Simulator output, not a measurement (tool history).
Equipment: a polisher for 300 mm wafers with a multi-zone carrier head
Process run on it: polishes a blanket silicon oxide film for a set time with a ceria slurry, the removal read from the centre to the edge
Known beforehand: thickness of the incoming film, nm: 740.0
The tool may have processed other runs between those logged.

run	hour	flow of slurry (ml/min)	pressure of the head's centre zone	pressure of the head's middle zone	pressure of the head's edge zone	polishing time (s)	film removed at the wafer's centre (Å)	film removed at mid-radius (Å)	film removed at the wafer's edge (Å)
1	0	145	1	1	1	51	2905.1	2863.7	2933.2
2	4.1	155	1.01	1	1.04	54	3048.5	3032.2	3229
3	12.6	165	1.04	1.02	1.07	55	3278.6	3198.6	3351.2
4	20.5	165	1.04	1.02	1.07	62	3760	3599.4	3708.8
5	27.6	170	1.04	1.01	1.09	62	3646	3592.5	3838.5
6	32.1	170	1.04	0.95	1.09	62	3718.3	3408.6	3863.2
7	34.5	175	1.04	0.96	1.09	62	3758.8	3458.5	3889.9

Run 8 comes next. What will it give?
8	35.3	180	1.04	0.97	1.09	62	?	?	?

Run 8 produced film removed at the wafer's centre (Å) 3741.8, film removed at mid-radius (Å) 3565.6, film removed at the wafer's edge (Å) 3850.
